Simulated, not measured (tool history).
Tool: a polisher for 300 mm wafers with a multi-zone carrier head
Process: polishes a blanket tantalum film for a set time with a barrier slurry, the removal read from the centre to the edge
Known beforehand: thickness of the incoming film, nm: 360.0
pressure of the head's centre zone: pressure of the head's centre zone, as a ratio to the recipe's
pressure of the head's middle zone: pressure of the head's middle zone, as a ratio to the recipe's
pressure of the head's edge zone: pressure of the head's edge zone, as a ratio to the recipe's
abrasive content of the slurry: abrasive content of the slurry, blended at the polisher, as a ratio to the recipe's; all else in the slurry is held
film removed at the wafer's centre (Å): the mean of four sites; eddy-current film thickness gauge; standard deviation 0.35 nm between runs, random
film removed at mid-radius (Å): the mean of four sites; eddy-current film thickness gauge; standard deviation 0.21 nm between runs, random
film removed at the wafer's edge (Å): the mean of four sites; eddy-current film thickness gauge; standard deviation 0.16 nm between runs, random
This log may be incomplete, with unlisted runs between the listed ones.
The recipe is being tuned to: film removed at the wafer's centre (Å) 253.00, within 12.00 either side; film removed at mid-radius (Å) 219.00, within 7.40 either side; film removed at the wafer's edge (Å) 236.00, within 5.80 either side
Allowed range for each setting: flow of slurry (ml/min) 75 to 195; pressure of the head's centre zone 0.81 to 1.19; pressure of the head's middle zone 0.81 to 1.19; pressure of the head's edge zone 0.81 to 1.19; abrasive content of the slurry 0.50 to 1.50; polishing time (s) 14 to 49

run,hour,flow of slurry (ml/min),pressure of the head's centre zone,pressure of the head's middle zone,pressure of the head's edge zone,abrasive content of the slurry,polishing time (s),film removed at the wafer's centre (Å),film removed at mid-radius (Å),film removed at the wafer's edge (Å)
1,0.0,125,1.00,1.00,1.00,1.00,31,415.44,437.23,430.39
2,5.0,125,1.00,1.00,1.00,1.10,31,418.22,440.03,439.31
3,11.6,125,1.00,1.00,0.95,1.10,31,428.68,448.68,427.38
4,16.2,120,1.01,0.97,0.94,1.00,29,397.87,394.86,382.76
5,24.3,120,0.97,0.97,0.94,1.00,29,373.58,391.53,386.82
6,28.9,120,1.02,0.97,0.94,1.00,29,391.80,396.21,382.19
7,34.1,115,1.03,0.94,0.94,0.95,28,382.49,357.85,367.73
8,42.3,110,1.02,0.93,0.92,0.90,27,346.58,332.29,334.54
9,47.1,80,1.08,0.83,0.91,0.65,23,245.93,209.52,237.77

Exactly one of the 5 candidate moves below puts every result within its allowed miss. Which one?
A,51.9,75,1.08,0.81,0.92,0.55,25,?,?,?
B,51.9,90,1.05,0.95,0.82,0.55,25,?,?,?
C,51.9,75,1.02,0.91,0.88,0.95,21,?,?,?
D,51.9,100,1.19,0.97,0.81,0.70,21,?,?,?
E,51.9,85,1.08,0.86,0.84,0.60,24,?,?,?

move,film removed at the wafer's centre (Å),film removed at mid-radius (Å),film removed at the wafer's edge (Å)
A,240.75,197.86,235.68
B,255.72,243.36,234.35
C,234.82,224.91,238.11
D,281.16,238.48,221.86
E,255.73,218.66,233.23
A: misses by more than the last run did
B: carries the result that was furthest off beyond its target, to the other side
C: the furthest-off result lands on target, but another misses its tolerance
D: carries the result that was furthest off beyond its target, to the other side
E: every result within its allowed miss
The right move is E.
